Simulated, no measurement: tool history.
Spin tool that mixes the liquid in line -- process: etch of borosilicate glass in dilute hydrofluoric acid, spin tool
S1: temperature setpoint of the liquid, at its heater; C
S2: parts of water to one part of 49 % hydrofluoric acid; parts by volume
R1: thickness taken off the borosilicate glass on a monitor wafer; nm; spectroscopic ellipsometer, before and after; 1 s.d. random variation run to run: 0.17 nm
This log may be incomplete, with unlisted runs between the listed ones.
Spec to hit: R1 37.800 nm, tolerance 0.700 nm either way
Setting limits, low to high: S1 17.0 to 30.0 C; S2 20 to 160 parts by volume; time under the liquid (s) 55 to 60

run 1 hour=0.0 | S1=22.0 S2=90 time_under_the_liquid_(s)=55 | R1=13.870
run 2 hour=8.7 | S1=22.0 S2=105 time_under_the_liquid_(s)=55 | R1=11.706
run 3 hour=14.6 | S1=24.5 S2=105 time_under_the_liquid_(s)=55 | R1=13.014
run 4 hour=22.8 | S1=21.5 S2=105 time_under_the_liquid_(s)=55 | R1=11.572
run 5 hour=31.7 | S1=24.0 S2=105 time_under_the_liquid_(s)=55 | R1=12.741
run 6 hour=34.6 | S1=26.0 S2=80 time_under_the_liquid_(s)=55 | R1=18.698
run 7 hour=42.7 | S1=26.0 S2=80 time_under_the_liquid_(s)=55 | R1=18.624
run 8 hour=50.5 | S1=27.0 S2=65 time_under_the_liquid_(s)=55 | R1=24.503
run 9 hour=53.9 | S1=28.0 S2=60 time_under_the_liquid_(s)=55 | R1=27.562
run 10 hour=61.2 | S1=28.5 S2=55 time_under_the_liquid_(s)=55 | R1=31.028
run 11 hour=62.7 | S1=29.0 S2=50 time_under_the_liquid_(s)=55 | R1=34.986
run 12 hour=68.8 | S1=29.5 S2=50 time_under_the_liquid_(s)=55 | R1=35.896
run 13 hour=72.3 | S1=30.0 S2=50 time_under_the_liquid_(s)=55 | R1=36.454
run 14 hour=79.8 | S1=30.0 S2=45 time_under_the_liquid_(s)=55 | R1=40.712
run 15 hour=84.8 | S1=29.5 S2=45 time_under_the_liquid_(s)=55 | R1=39.883

Pick the move, out of 4, that brings all results within their allowed miss; only one does.
run A hour=89.8 | S1=28.5 S2=50 time_under_the_liquid_(s)=60 | R1=?
run B hour=89.8 | S1=30.0 S2=50 time_under_the_liquid_(s)=60 | R1=?
run C hour=89.8 | S1=29.0 S2=45 time_under_the_liquid_(s)=55 | R1=?
run D hour=89.8 | S1=26.0 S2=40 time_under_the_liquid_(s)=55 | R1=?

move=A R1=37.120
move=B R1=39.385
move=C R1=38.856
move=D R1=39.019
A: in spec on every target
B: moves toward the targets from the last run without getting all of them in spec
C: moves toward the targets from the last run without getting all of them in spec
D: moves toward the targets from the last run without getting all of them in spec
The right move is A.
